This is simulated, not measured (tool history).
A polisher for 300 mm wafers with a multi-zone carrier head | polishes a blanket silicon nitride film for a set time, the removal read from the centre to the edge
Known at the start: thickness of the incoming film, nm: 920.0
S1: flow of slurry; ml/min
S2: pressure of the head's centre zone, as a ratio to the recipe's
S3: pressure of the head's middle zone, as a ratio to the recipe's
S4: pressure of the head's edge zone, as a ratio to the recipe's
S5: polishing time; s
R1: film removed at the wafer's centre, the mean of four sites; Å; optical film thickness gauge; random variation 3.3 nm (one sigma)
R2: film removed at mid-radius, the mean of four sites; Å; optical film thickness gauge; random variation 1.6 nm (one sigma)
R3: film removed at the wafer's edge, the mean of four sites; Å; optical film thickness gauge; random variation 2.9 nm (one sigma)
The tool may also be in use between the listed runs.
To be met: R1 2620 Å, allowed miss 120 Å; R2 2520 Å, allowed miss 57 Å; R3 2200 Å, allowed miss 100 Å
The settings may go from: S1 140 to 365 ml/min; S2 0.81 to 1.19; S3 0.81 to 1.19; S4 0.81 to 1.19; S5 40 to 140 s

run,hour,S1,S2,S3,S4,S5,R1,R2,R3
1,0,235,1,1,1,90,1628.2,1658,1656.2
2,1.5,240,1.02,1.02,1.01,93,1746.6,1762.2,1736.8
3,2.4,245,1.04,1.04,1.02,95,1822.9,1824.3,1745.1
4,3.4,250,1.05,1.05,1.03,98,1875.7,1910.7,1823.2
5,6.6,250,1.05,1.05,1.1,98,1897.7,1895.4,1854.4
6,9.6,250,1.05,0.98,1.1,98,1859.1,1788.3,1854.4
7,15.6,255,1.06,1,1.1,100,1982.5,1882.2,1850.8
8,22.7,255,1.07,1.02,1.1,102,2023.3,1948.3,1953.2
9,28.8,260,1.08,1.04,1.1,103,2054,1983.3,1922.9

4 next moves are on the table. One of them brings every result within its allowed miss. Which?
A,34.9,230,1.09,0.87,1.09,90,?,?,?
B,34.9,230,1.17,1.15,1.03,123,?,?,?
C,34.9,205,0.95,1.07,1.11,137,?,?,?
D,34.9,270,1.1,1.07,1.13,126,?,?,?

move,R1,R2,R3
A,1794.2,1491.9,1646.1
B,2638.1,2536.1,2199.3
C,2336.1,2624.1,2483.6
D,2596.2,2503,2363.5
A: further off than the last run
B: meets every target
C: takes the result that was furthest off past its target
D: brings the result that was furthest off to its target, and leaves another outside
Move B is the one to make.
